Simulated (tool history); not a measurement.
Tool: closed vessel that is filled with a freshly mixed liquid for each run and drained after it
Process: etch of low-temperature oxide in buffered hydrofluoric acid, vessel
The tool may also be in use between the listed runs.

| run | hour | temperature setpoint of the liquid (°C) | parts of 40 % ammonium fluoride to one part of 49 % hydrofluoric acid (parts by volume) | time in the liquid (s) | thickness taken off the low-temperature oxide on a monitor wafer (nm) |
|---|---|---|---|---|---|
| 1 | 0.0 | 24.0 | 11.5 | 95 | 536.48 |
| 2 | 1.6 | 26.5 | 11.5 | 95 | 614.17 |
| 3 | 4.8 | 26.5 | 11.5 | 100 | 646.33 |
| 4 | 12.7 | 24.5 | 12.0 | 100 | 558.57 |
| 5 | 13.6 | 23.0 | 12.5 | 100 | 492.74 |
| 6 | 14.5 | 20.0 | 12.5 | 100 | 417.51 |
| 7 | 19.8 | 19.5 | 12.5 | 100 | 407.75 |

The next listed run, before its measurement:
| 8 | 27.4 | 19.0 | 12.5 | 100 | ? |

Run 8 gave thickness taken off the low-temperature oxide on a monitor wafer (nm) 394.92.
